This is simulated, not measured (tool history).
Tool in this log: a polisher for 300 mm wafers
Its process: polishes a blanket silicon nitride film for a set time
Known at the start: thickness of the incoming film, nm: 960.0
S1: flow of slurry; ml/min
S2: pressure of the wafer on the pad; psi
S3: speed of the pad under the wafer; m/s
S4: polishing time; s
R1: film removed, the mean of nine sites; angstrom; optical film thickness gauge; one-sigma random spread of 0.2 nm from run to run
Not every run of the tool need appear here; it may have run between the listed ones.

run  hour   S1   S2    S3  S4      R1
  1     0  320  4.1  1.22  24  520.21
  2   5.3  320  4.1  1.22  21  452.13
  3  14.3  320  3.8  1.22  21  415.97
  4  16.6  370  3.8  1.22  21  424.49
  5  19.5  370  3.3  1.22  21  374.04
  6  26.5  370  3.1  1.22  21  354.25
  7  32.1  370  2.9  1.22  21  336.81
  8  39.6  365  1.9   1.2  21  233.13
  9  48.1  375  1.9   1.2  21  230.81
 10  52.8  380  1.9   1.2  21  233.79

What does the tool deliver on the next run?
 11  53.7  385  1.9  1.2  21   ?

Run 11 came out at R1 232.01 angstrom.
